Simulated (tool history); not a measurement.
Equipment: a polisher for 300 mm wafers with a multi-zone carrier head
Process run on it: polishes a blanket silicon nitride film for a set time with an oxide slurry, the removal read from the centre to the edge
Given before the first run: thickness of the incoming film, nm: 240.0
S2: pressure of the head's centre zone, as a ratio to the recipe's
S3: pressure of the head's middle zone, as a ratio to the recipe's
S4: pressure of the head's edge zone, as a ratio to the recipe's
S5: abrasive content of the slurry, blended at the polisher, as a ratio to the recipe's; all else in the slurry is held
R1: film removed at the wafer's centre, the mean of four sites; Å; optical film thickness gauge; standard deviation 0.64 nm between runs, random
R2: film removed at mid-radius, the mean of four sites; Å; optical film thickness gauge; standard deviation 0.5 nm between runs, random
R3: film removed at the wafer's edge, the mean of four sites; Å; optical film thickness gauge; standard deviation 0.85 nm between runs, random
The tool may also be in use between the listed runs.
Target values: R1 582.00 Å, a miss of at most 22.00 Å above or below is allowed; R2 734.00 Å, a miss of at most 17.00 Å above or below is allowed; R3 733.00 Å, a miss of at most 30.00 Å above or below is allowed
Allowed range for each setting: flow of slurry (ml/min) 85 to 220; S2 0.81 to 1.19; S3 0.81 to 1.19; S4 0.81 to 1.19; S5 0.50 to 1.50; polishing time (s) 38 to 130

run 1 hour=0.0 | flow_of_slurry_(ml/min)=140 S2=1.00 S3=1.00 S4=1.00 S5=1.00 polishing_time_(s)=84 | R1=600.00 R2=624.73 R3=616.60
run 2 hour=6.5 | flow_of_slurry_(ml/min)=170 S2=1.00 S3=1.00 S4=1.00 S5=1.00 polishing_time_(s)=84 | R1=640.45 R2=638.82 R3=640.63
run 3 hour=10.6 | flow_of_slurry_(ml/min)=170 S2=0.98 S3=1.01 S4=1.02 S5=1.00 polishing_time_(s)=84 | R1=619.78 R2=650.37 R3=641.94
run 4 hour=17.7 | flow_of_slurry_(ml/min)=170 S2=0.98 S3=1.01 S4=1.02 S5=1.10 polishing_time_(s)=84 | R1=657.19 R2=668.36 R3=664.42
run 5 hour=25.7 | flow_of_slurry_(ml/min)=170 S2=0.96 S3=1.02 S4=1.04 S5=1.10 polishing_time_(s)=84 | R1=628.00 R2=670.20 R3=663.86
run 6 hour=31.7 | flow_of_slurry_(ml/min)=170 S2=0.95 S3=1.02 S4=1.05 S5=1.10 polishing_time_(s)=84 | R1=626.33 R2=679.21 R3=674.79
run 7 hour=36.0 | flow_of_slurry_(ml/min)=170 S2=0.94 S3=1.02 S4=1.06 S5=1.10 polishing_time_(s)=84 | R1=621.64 R2=668.14 R3=661.54
run 8 hour=39.3 | flow_of_slurry_(ml/min)=170 S2=0.93 S3=1.02 S4=1.07 S5=1.15 polishing_time_(s)=84 | R1=615.55 R2=686.23 R3=696.24
run 9 hour=43.1 | flow_of_slurry_(ml/min)=170 S2=0.92 S3=1.03 S4=1.08 S5=1.15 polishing_time_(s)=84 | R1=612.65 R2=685.27 R3=689.34
run 10 hour=48.7 | flow_of_slurry_(ml/min)=170 S2=0.91 S3=1.04 S4=1.09 S5=1.15 polishing_time_(s)=84 | R1=612.15 R2=685.60 R3=680.96
run 11 hour=50.1 | flow_of_slurry_(ml/min)=170 S2=0.90 S3=1.04 S4=1.10 S5=1.15 polishing_time_(s)=84 | R1=609.36 R2=698.54 R3=700.38
run 12 hour=57.3 | flow_of_slurry_(ml/min)=170 S2=0.90 S3=1.04 S4=1.10 S5=1.15 polishing_time_(s)=84 | R1=611.76 R2=689.84 R3=691.34
run 13 hour=65.3 | flow_of_slurry_(ml/min)=170 S2=0.89 S3=1.05 S4=1.11 S5=1.15 polishing_time_(s)=84 | R1=589.21 R2=699.62 R3=698.91
run 14 hour=70.0 | flow_of_slurry_(ml/min)=170 S2=0.89 S3=1.05 S4=1.12 S5=1.15 polishing_time_(s)=84 | R1=596.73 R2=704.70 R3=691.38
run 15 hour=71.0 | flow_of_slurry_(ml/min)=170 S2=0.88 S3=1.05 S4=1.12 S5=1.15 polishing_time_(s)=84 | R1=599.13 R2=692.67 R3=710.13
run 16 hour=75.5 | flow_of_slurry_(ml/min)=170 S2=0.87 S3=1.06 S4=1.12 S5=1.15 polishing_time_(s)=84 | R1=584.15 R2=715.87 R3=706.98

Exactly one of the 5 candidate moves below puts every result within its allowed miss. Which one?
run A hour=80.0 | flow_of_slurry_(ml/min)=180 S2=0.88 S3=1.03 S4=1.13 S5=1.15 polishing_time_(s)=83 | R1=? R2=? R3=?
run B hour=80.0 | flow_of_slurry_(ml/min)=185 S2=0.82 S3=1.04 S4=1.11 S5=1.10 polishing_time_(s)=89 | R1=? R2=? R3=?
run C hour=80.0 | flow_of_slurry_(ml/min)=185 S2=0.93 S3=1.12 S4=1.09 S5=1.30 polishing_time_(s)=77 | R1=? R2=? R3=?
run D hour=80.0 | flow_of_slurry_(ml/min)=165 S2=0.87 S3=1.17 S4=1.16 S5=1.15 polishing_time_(s)=84 | R1=? R2=? R3=?
run E hour=80.0 | flow_of_slurry_(ml/min)=155 S2=0.89 S3=0.95 S4=1.04 S5=0.95 polishing_time_(s)=97 | R1=? R2=? R3=?

move=A R1=586.71 R2=688.32 R3=693.19
move=B R1=579.43 R2=735.81 R3=727.08
move=C R1=604.52 R2=719.50 R3=660.90
move=D R1=577.44 R2=764.93 R3=701.68
move=E R1=625.75 R2=680.63 R3=709.75
A: the biggest miss grows against the last run
B: hits every target within its allowed miss
C: brings the result that was furthest off to its target, and leaves another outside
D: takes the biggest miss from the last run beyond its target
E: the biggest miss grows against the last run
B meets every target.
